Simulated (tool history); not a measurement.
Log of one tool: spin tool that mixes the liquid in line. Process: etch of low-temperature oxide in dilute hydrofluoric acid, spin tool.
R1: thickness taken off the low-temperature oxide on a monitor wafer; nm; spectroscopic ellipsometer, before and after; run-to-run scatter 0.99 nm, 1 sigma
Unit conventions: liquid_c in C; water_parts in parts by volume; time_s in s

run 1 hour=0 | liquid_c=24 water_parts=90 time_s=305 | R1=59.323
run 2 hour=5.2 | liquid_c=24 water_parts=90 time_s=325 | R1=63.924
run 3 hour=8 | liquid_c=24 water_parts=90 time_s=305 | R1=58.882
run 4 hour=13.5 | liquid_c=24 water_parts=90 time_s=325 | R1=63.385
run 5 hour=20.6 | liquid_c=26.5 water_parts=75 time_s=325 | R1=86.116
run 6 hour=24.3 | liquid_c=26.5 water_parts=55 time_s=325 | R1=120.63

Estimate the outcome of run 7 from the log above:
run 7 hour=31.9 | liquid_c=28 water_parts=55 time_s=325 | R1=?

R1: 126.81 nm

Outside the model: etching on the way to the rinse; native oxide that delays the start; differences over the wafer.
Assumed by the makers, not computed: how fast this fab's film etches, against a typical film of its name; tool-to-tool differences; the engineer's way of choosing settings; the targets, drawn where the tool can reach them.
